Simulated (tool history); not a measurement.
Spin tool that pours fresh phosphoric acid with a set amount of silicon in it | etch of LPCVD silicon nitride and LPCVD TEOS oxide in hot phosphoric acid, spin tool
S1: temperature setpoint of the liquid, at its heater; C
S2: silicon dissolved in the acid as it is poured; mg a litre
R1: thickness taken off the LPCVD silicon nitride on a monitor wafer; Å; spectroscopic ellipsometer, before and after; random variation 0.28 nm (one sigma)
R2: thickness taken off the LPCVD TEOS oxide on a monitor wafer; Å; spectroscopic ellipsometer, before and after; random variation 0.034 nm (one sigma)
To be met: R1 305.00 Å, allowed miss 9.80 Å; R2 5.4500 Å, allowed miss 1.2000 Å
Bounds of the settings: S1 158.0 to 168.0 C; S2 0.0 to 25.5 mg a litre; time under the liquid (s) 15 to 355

Run 1, day 0.000: S1 163.0 C, S2 11.0 mg a litre, time under the liquid (s) 180. Result: R1 159.44 Å, R2 2.8127 Å.
Run 2, day 0.208: S1 163.0 C, S2 7.0 mg a litre, time under the liquid (s) 180. Result: R1 161.12 Å, R2 3.2820 Å.
Run 3, day 0.246: S1 162.0 C, S2 7.0 mg a litre, time under the liquid (s) 180. Result: R1 154.30 Å, R2 2.6954 Å.
Run 4, day 0.471: S1 163.5 C, S2 7.0 mg a litre, time under the liquid (s) 180. Result: R1 162.14 Å, R2 3.0091 Å.
Run 5, day 0.692: S1 163.5 C, S2 7.0 mg a litre, time under the liquid (s) 220. Result: R1 196.66 Å, R2 3.8246 Å.
Run 6, day 0.858: S1 164.0 C, S2 8.0 mg a litre, time under the liquid (s) 235. Result: R1 218.52 Å, R2 4.0559 Å.
Run 7, day 0.892: S1 164.5 C, S2 8.5 mg a litre, time under the liquid (s) 245. Result: R1 230.63 Å, R2 4.5490 Å.
Run 8, day 0.992: S1 164.5 C, S2 9.5 mg a litre, time under the liquid (s) 255. Result: R1 238.28 Å, R2 4.5430 Å.
At day 1.342: heated supply line repaired.
Run 9, day 1.342: S1 164.5 C, S2 10.0 mg a litre, time under the liquid (s) 265. Result: R1 278.37 Å, R2 5.7859 Å.
Run 10, day 1.525: S1 165.0 C, S2 17.0 mg a litre, time under the liquid (s) 260. Result: R1 274.61 Å, R2 5.1189 Å.
Run 11, day 1.800: S1 165.0 C, S2 18.0 mg a litre, time under the liquid (s) 260. Result: R1 282.40 Å, R2 4.8035 Å.
Run 12, day 1.854: S1 165.5 C, S2 18.5 mg a litre, time under the liquid (s) 260. Result: R1 281.79 Å, R2 4.9221 Å.
Run 13, day 2.012: S1 166.0 C, S2 19.5 mg a litre, time under the liquid (s) 265. Result: R1 294.46 Å, R2 5.5429 Å.
Run 14, day 2.121: S1 166.0 C, S2 19.5 mg a litre, time under the liquid (s) 265. Result: R1 294.10 Å, R2 5.0876 Å.

Which of these 4 next moves meets every target?
Run A, day 2.229: S1 167.5 C, S2 17.0 mg a litre, time under the liquid (s) 235. Result: R1 ?, R2 ?.
Run B, day 2.229: S1 166.5 C, S2 18.5 mg a litre, time under the liquid (s) 240. Result: R1 ?, R2 ?.
Run C, day 2.229: S1 165.5 C, S2 19.0 mg a litre, time under the liquid (s) 255. Result: R1 ?, R2 ?.
Run D, day 2.229: S1 166.5 C, S2 20.0 mg a litre, time under the liquid (s) 270. Result: R1 ?, R2 ?.

move      R1      R2
   A  277.50  5.2223
   B  274.34  4.7681
   C  282.12  4.6492
   D  308.63  5.1437
A: further off than the last run
B: further off than the last run
C: further off than the last run
D: meets every target
The right move is D.

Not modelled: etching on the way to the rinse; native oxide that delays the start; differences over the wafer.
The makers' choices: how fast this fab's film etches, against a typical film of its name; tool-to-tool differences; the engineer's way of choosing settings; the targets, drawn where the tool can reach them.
